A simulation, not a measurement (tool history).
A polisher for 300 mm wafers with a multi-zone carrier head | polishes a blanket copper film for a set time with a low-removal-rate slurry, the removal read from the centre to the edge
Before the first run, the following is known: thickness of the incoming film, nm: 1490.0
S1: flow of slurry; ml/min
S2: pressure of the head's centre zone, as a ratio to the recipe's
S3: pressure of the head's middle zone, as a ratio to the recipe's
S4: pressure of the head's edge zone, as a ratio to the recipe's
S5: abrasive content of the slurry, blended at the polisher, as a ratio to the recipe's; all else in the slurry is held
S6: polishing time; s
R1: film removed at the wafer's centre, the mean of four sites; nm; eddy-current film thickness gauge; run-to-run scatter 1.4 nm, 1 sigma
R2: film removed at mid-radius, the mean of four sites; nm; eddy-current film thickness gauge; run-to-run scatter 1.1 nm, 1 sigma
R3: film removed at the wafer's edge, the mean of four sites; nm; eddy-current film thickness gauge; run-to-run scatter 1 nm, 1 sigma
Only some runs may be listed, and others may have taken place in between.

run  hour   S1    S2    S3    S4    S5  S6      R1      R2      R3
  1     0  200     1     1     1     1  42  185.28  183.51  176.38
  2   2.3  200     1     1  0.98  0.95  42  184.98  180.62  174.68
  3   3.6  200  1.05     1  0.98  0.95  42  193.52  181.37  173.21
  4  10.5  200  1.05     1  0.97   0.9  41  182.72  175.24  166.82
  5  15.1  200  1.05     1   0.9   0.9  41  186.14  176.34  161.14
  6  21.3  200  1.05     1  0.89  0.85  41  184.92  171.86  160.85
  7  22.9  200  1.05  1.01  0.88   0.8  41  180.51  171.32  157.63
  8  23.9  200  1.06  1.01  0.87  0.75  41   179.8  168.88  152.89

Run 9 has not been measured yet. What should we expect?
  9  28.3  195  1.06  1.01  0.86  0.7  41   ?   ?   ?

R1: 178.29 nm
R2: 167.13 nm
R3: 151.62 nm
